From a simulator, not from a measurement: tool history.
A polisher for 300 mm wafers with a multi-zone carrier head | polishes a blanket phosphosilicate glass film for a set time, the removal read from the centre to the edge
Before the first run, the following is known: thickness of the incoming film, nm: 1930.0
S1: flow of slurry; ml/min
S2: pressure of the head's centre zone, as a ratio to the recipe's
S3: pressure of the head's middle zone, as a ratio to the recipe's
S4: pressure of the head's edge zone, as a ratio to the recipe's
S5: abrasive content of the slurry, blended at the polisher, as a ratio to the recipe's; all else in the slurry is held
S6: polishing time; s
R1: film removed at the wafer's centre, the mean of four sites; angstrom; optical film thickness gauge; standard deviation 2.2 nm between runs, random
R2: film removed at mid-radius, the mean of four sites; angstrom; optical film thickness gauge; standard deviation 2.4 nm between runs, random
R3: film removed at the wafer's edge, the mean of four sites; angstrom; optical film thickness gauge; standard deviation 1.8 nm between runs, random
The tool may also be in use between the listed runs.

Run 1, hour 0: S1 310 ml/min, S2 1, S3 1, S4 1, S5 1, S6 43 s. Result: R1 3059.9 angstrom, R2 3127.1 angstrom, R3 3089.9 angstrom.
Run 2, hour 8.2: S1 310 ml/min, S2 1, S3 0.95, S4 1, S5 1, S6 43 s. Result: R1 3045 angstrom, R2 2989.7 angstrom, R3 3055.5 angstrom.
Run 3, hour 13.6: S1 310 ml/min, S2 1.01, S3 0.96, S4 0.95, S5 0.85, S6 38 s. Result: R1 2471.4 angstrom, R2 2471.8 angstrom, R3 2402.1 angstrom.
Run 4, hour 20.7: S1 310 ml/min, S2 1.02, S3 0.94, S4 0.92, S5 0.75, S6 36 s. Result: R1 2156 angstrom, R2 2070.6 angstrom, R3 2064.4 angstrom.
Run 5, hour 23: S1 310 ml/min, S2 0.99, S3 0.94, S4 0.92, S5 0.75, S6 36 s. Result: R1 2117.6 angstrom, R2 2076.8 angstrom, R3 2082.7 angstrom.
Run 6, hour 30.3: S1 310 ml/min, S2 0.99, S3 0.94, S4 0.92, S5 0.75, S6 46 s. Result: R1 2757 angstrom, R2 2693.7 angstrom, R3 2675.7 angstrom.
Run 7, hour 34.5: S1 310 ml/min, S2 1, S3 0.95, S4 0.89, S5 0.65, S6 42 s. Result: R1 2248.1 angstrom, R2 2218.6 angstrom, R3 2127.3 angstrom.
Run 8, hour 40.8: S1 305 ml/min, S2 1, S3 0.95, S4 0.87, S5 0.6, S6 41 s. Result: R1 1984 angstrom, R2 2037.8 angstrom, R3 1904.8 angstrom.
Run 9, hour 44.5: S1 275 ml/min, S2 1.07, S3 0.89, S4 0.81, S5 0.5, S6 41 s. Result: R1 1826.8 angstrom, R2 1611.3 angstrom, R3 1540.7 angstrom.
Run 10, hour 46.5: S1 285 ml/min, S2 1.05, S3 0.9, S4 0.81, S5 0.5, S6 41 s. Result: R1 1748 angstrom, R2 1653.4 angstrom, R3 1551.9 angstrom.
Run 11, hour 47.9: S1 295 ml/min, S2 1.05, S3 0.91, S4 0.81, S5 0.5, S6 41 s. Result: R1 1731.6 angstrom, R2 1633.1 angstrom, R3 1545.7 angstrom.
Run 12, hour 53.1: S1 295 ml/min, S2 1.05, S3 0.92, S4 0.82, S5 0.5, S6 41 s. Result: R1 1781.5 angstrom, R2 1625.2 angstrom, R3 1559.8 angstrom.
Run 13, hour 60.8: S1 300 ml/min, S2 1, S3 0.98, S4 0.84, S5 0.55, S6 41 s. Result: R1 1818 angstrom, R2 1948.8 angstrom, R3 1767.9 angstrom.
Run 14, hour 61.4: S1 290 ml/min, S2 1.01, S3 0.97, S4 0.83, S5 0.55, S6 41 s. Result: R1 1877.3 angstrom, R2 1871.7 angstrom, R3 1729.5 angstrom.
Run 15, hour 64.1: S1 285 ml/min, S2 1.01, S3 0.96, S4 0.82, S5 0.55, S6 41 s. Result: R1 1905.6 angstrom, R2 1853.2 angstrom, R3 1737.3 angstrom.
Run 16, hour 66: S1 300 ml/min, S2 1.02, S3 0.95, S4 0.82, S5 0.55, S6 41 s. Result: R1 1905.3 angstrom, R2 1842.3 angstrom, R3 1729 angstrom.
Run 17, hour 71.8: S1 280 ml/min, S2 1.02, S3 0.95, S4 0.82, S5 0.55, S6 41 s. Result: R1 1868.3 angstrom, R2 1870 angstrom, R3 1734.1 angstrom.
Run 18, hour 74.5: S1 285 ml/min, S2 1.02, S3 0.95, S4 0.82, S5 0.55, S6 41 s. Result: R1 1902.3 angstrom, R2 1847.3 angstrom, R3 1729.7 angstrom.
Run 19, hour 76.6: S1 295 ml/min, S2 1.02, S3 0.95, S4 0.82, S5 0.55, S6 41 s. Result: R1 1878.9 angstrom, R2 1877.7 angstrom, R3 1734.8 angstrom.
Run 20, hour 84.9: S1 290 ml/min, S2 1.02, S3 0.95, S4 0.82, S5 0.55, S6 41 s. Result: R1 1891.3 angstrom, R2 1832.1 angstrom, R3 1716.9 angstrom.
Run 21, hour 93.1: S1 290 ml/min, S2 1.02, S3 0.95, S4 0.82, S5 0.5, S6 41 s. Result: R1 1734.6 angstrom, R2 1680.1 angstrom, R3 1529.7 angstrom.
Run 22, hour 96: S1 295 ml/min, S2 1.03, S3 0.96, S4 0.88, S5 0.55, S6 41 s. Result: R1 1933 angstrom, R2 1916.4 angstrom, R3 1810.9 angstrom.
Run 23, hour 99.5: S1 295 ml/min, S2 1.03, S3 0.96, S4 0.86, S5 0.55, S6 41 s. Result: R1 1918 angstrom, R2 1878.7 angstrom, R3 1738 angstrom.
Run 24, hour 106.2: S1 295 ml/min, S2 1.03, S3 0.95, S4 0.85, S5 0.55, S6 41 s. Result: R1 1904.6 angstrom, R2 1888.7 angstrom, R3 1742.7 angstrom.

Predict the results of run 25:
Run 25, hour 113.9: S1 295 ml/min, S2 1.03, S3 0.94, S4 0.84, S5 0.55, S6 41 s. Result: R1 ?, R2 ?, R3 ?.

{"run 25": {"R1": 1908, "R2": 1839.5, "R3": 1725.5}}
